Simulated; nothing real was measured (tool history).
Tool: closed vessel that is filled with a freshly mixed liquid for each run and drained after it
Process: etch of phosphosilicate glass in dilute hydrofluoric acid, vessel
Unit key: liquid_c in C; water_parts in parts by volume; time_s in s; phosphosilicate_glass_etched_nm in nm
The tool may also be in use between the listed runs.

| run | day | liquid_c | water_parts | time_s | phosphosilicate_glass_etched_nm |
|---|---|---|---|---|---|
| 1 | 0.000 | 22.0 | 40 | 100 | 249.12 |
| 2 | 0.292 | 23.0 | 40 | 100 | 261.62 |
| 3 | 0.529 | 23.0 | 40 | 110 | 287.16 |
| 4 | 0.742 | 23.0 | 50 | 110 | 227.42 |
| 5 | 1.100 | 21.5 | 50 | 110 | 214.55 |
| 6 | 1.438 | 21.5 | 50 | 110 | 215.20 |
| 7 | 1.550 | 24.0 | 50 | 110 | 237.14 |
| 8 | 1.875 | 25.5 | 50 | 110 | 250.73 |
| 9 | 2.029 | 26.5 | 50 | 110 | 264.01 |
| 10 | 2.171 | 27.0 | 50 | 110 | 265.40 |
| 11 | 2.254 | 28.0 | 50 | 110 | 280.84 |

Run 12, settings as shown, results not yet in. Your forecast:
| 12 | 2.492 | 28.5 | 50 | 110 | ? |

{"run 12": {"phosphosilicate_glass_etched_nm": 284.0}}
